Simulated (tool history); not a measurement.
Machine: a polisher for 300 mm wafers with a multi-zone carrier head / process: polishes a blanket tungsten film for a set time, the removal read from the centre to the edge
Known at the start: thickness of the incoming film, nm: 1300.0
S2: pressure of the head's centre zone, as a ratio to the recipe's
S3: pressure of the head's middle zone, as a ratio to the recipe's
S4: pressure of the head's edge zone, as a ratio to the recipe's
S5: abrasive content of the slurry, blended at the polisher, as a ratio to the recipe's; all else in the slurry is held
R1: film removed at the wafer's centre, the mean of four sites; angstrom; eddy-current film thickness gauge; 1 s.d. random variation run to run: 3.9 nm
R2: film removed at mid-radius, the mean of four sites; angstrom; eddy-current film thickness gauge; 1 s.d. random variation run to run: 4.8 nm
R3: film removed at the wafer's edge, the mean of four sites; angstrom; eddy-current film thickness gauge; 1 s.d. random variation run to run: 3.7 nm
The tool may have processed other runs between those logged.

run 1 hour=0 | flow_of_slurry_(ml/min)=175 S2=1 S3=1 S4=1 S5=1 polishing_time_(s)=79 | R1=3944 R2=3833 R3=3896.9
run 2 hour=2.2 | flow_of_slurry_(ml/min)=180 S2=0.97 S3=0.97 S4=1.05 S5=1.05 polishing_time_(s)=79 | R1=3861.3 R2=3753.9 R3=4025.7
run 3 hour=3.8 | flow_of_slurry_(ml/min)=180 S2=0.95 S3=0.95 S4=1.09 S5=1.1 polishing_time_(s)=79 | R1=3760.5 R2=3824 R3=4219.6
run 4 hour=9.9 | flow_of_slurry_(ml/min)=185 S2=0.95 S3=0.93 S4=1.12 S5=1.1 polishing_time_(s)=79 | R1=3805.8 R2=3706.5 R3=4230.4
run 5 hour=10.6 | flow_of_slurry_(ml/min)=185 S2=0.94 S3=0.91 S4=1.14 S5=1.15 polishing_time_(s)=79 | R1=3827.1 R2=3661.2 R3=4346.3
run 6 hour=16.9 | flow_of_slurry_(ml/min)=165 S2=0.94 S3=0.91 S4=1.14 S5=1.15 polishing_time_(s)=79 | R1=3783.3 R2=3548.3 R3=4324.8
run 7 hour=25.6 | flow_of_slurry_(ml/min)=165 S2=0.93 S3=0.91 S4=1.15 S5=1.2 polishing_time_(s)=79 | R1=3772.6 R2=3657.2 R3=4298.1

Run 8 is up next; what results do you expect?
run 8 hour=28.2 | flow_of_slurry_(ml/min)=170 S2=0.92 S3=0.9 S4=1.16 S5=1.2 polishing_time_(s)=80 | R1=? R2=? R3=?

{"run 8": {"R1": 3832.2, "R2": 3698.7, "R3": 4337.5}}
